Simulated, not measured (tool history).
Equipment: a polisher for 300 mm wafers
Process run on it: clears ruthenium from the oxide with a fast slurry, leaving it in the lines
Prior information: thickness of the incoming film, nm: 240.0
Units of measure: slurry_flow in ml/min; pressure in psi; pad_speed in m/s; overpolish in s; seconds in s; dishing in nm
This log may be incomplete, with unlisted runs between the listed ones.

run	day	slurry_flow	pressure	pad_speed	slurry_solids	overpolish	seconds	dishing
1	0	320	2.5	1.2	1	17	55.317	56.01
2	0.325	320	2	1.2	1	17	70.346	47.445
3	0.558	320	2	1.2	1	13	67.933	39.092
4	0.9	320	2	1.2	1.2	13	65.824	38.753
5	0.992	280	2	1.2	1.2	13	65.277	40.296
6	1.233	280	2.1	1.2	1.2	13	63.948	42.468

What does the tool deliver on the next run?
7	1.604	275	2.2	1.2	1.2	13	?	?

{"run 7": {"seconds": 60.317, "dishing": 42.689}}
